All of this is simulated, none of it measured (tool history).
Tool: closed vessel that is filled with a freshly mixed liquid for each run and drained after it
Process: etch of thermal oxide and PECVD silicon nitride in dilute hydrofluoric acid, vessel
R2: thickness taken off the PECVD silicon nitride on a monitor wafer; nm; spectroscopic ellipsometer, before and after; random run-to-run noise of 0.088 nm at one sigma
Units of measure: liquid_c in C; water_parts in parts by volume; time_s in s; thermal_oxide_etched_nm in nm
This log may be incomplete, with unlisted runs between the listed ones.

{"run": 1, "hour": 0.0, "liquid_c": 20, "water_parts": 80, "time_s": 870, "thermal_oxide_etched_nm": 40.613, "R2": 25.697}
{"run": 2, "hour": 1.4, "liquid_c": 20, "water_parts": 100, "time_s": 880, "thermal_oxide_etched_nm": 32.168, "R2": 20.937}
{"run": 3, "hour": 7.9, "liquid_c": 20, "water_parts": 115, "time_s": 885, "thermal_oxide_etched_nm": 27.826, "R2": 18.486}
{"run": 4, "hour": 10.5, "liquid_c": 20, "water_parts": 125, "time_s": 870, "thermal_oxide_etched_nm": 24.811, "R2": 16.702}
{"run": 5, "hour": 12.2, "liquid_c": 20, "water_parts": 125, "time_s": 660, "thermal_oxide_etched_nm": 18.828, "R2": 12.655}
{"run": 6, "hour": 18.6, "liquid_c": 20, "water_parts": 125, "time_s": 990, "thermal_oxide_etched_nm": 28.299, "R2": 18.865}
{"run": 7, "hour": 23.8, "liquid_c": 20.5, "water_parts": 130, "time_s": 940, "thermal_oxide_etched_nm": 26.131, "R2": 17.858}
{"run": 8, "hour": 27.6, "liquid_c": 20.5, "water_parts": 135, "time_s": 905, "thermal_oxide_etched_nm": 24.173, "R2": 16.766}
{"run": 9, "hour": 30.7, "liquid_c": 20.5, "water_parts": 140, "time_s": 880, "thermal_oxide_etched_nm": 22.616, "R2": 15.541}
{"run": 10, "hour": 34.0, "liquid_c": 20.5, "water_parts": 140, "time_s": 850, "thermal_oxide_etched_nm": 21.708, "R2": 14.993}
{"run": 11, "hour": 39.5, "liquid_c": 20.5, "water_parts": 140, "time_s": 830, "thermal_oxide_etched_nm": 21.263, "R2": 14.877}
{"run": 12, "hour": 46.7, "liquid_c": 20.5, "water_parts": 140, "time_s": 815, "thermal_oxide_etched_nm": 20.946, "R2": 14.563}
{"run": 13, "hour": 52.2, "liquid_c": 20.5, "water_parts": 140, "time_s": 800, "thermal_oxide_etched_nm": 20.485, "R2": 14.314}
{"run": 14, "hour": 54.2, "liquid_c": 20.5, "water_parts": 140, "time_s": 795, "thermal_oxide_etched_nm": 20.458, "R2": 14.067}

Predict the results of run 15:
{"run": 15, "hour": 60.0, "liquid_c": 20.5, "water_parts": 140, "time_s": 785, "thermal_oxide_etched_nm": "?", "R2": "?"}

{"run 15": {"thermal_oxide_etched_nm": 20.149, "R2": 13.942}}

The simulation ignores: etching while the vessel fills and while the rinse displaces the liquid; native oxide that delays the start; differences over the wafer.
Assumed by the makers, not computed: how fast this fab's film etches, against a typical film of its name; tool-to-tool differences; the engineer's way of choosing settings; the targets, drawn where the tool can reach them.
